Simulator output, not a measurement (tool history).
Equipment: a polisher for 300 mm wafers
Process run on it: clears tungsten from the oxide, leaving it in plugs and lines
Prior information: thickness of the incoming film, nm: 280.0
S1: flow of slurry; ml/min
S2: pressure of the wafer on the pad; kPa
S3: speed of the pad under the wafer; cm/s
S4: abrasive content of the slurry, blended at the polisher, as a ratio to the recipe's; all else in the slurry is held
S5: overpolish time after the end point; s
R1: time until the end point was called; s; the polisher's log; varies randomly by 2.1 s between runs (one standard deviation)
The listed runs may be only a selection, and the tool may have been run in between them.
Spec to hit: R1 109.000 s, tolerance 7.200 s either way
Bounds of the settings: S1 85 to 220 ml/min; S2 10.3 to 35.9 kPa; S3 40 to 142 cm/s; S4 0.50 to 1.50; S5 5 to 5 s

run,hour,S1,S2,S3,S4,S5,R1
1,0.0,140,22.8,90,1.00,5,80.964
2,1.1,170,22.8,90,1.00,5,77.052
3,3.1,170,22.8,90,1.00,5,79.702
4,4.1,190,22.8,90,1.00,5,79.852
5,9.2,190,22.8,90,1.00,5,77.070
6,13.9,190,22.1,90,1.00,5,82.442
7,14.8,190,22.1,90,1.00,5,78.966
8,19.9,190,21.4,90,1.00,5,81.972
# hour 27.8: slurry blender recalibrated
9,27.8,190,20.7,90,1.00,5,83.146
10,28.5,190,20.0,90,1.00,5,84.243
11,32.3,185,13.8,86,1.00,5,123.570

Exercise: of the 5 proposed moves below, exactly one satisfies all targets within the stated allowed misses. Which move is it?
A,36.1,170,12.4,86,1.00,5,?
B,36.1,220,14.5,74,1.05,5,?
C,36.1,195,10.3,118,0.70,5,?
D,36.1,220,16.5,80,1.05,5,?
E,36.1,155,15.9,72,1.10,5,?

move,R1
A,142.670
B,135.620
C,133.340
D,110.820
E,132.720
A: misses by more than the last run did
B: misses by more than the last run did
C: misses by more than the last run did
D: each result inside its tolerance
E: misses by more than the last run did
So the answer is move D, the one that meets all the targets.
